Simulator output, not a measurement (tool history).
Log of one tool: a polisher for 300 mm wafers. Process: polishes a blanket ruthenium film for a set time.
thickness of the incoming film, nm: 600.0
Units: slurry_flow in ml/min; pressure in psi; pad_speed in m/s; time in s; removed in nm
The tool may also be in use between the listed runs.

| run | hour | slurry_flow | pressure | pad_speed | time | removed |
|---|---|---|---|---|---|---|
| 1 | 0 | 225 | 2.7 | 1.16 | 36 | 66.054 |
| 2 | 1.3 | 225 | 2.8 | 1.16 | 36 | 68.058 |
| 3 | 7.4 | 225 | 2.9 | 1.16 | 36 | 71.294 |
| 4 | 10 | 225 | 2.9 | 0.9 | 36 | 55.832 |
| 5 | 17.4 | 225 | 3.1 | 0.9 | 36 | 59.371 |
| 6 | 20.2 | 225 | 3.1 | 0.74 | 36 | 49.265 |

Run 7 comes next. What will it give?
| 7 | 29.2 | 225 | 3.3 | 0.78 | 36 | ? |

removed: 54.901 nm

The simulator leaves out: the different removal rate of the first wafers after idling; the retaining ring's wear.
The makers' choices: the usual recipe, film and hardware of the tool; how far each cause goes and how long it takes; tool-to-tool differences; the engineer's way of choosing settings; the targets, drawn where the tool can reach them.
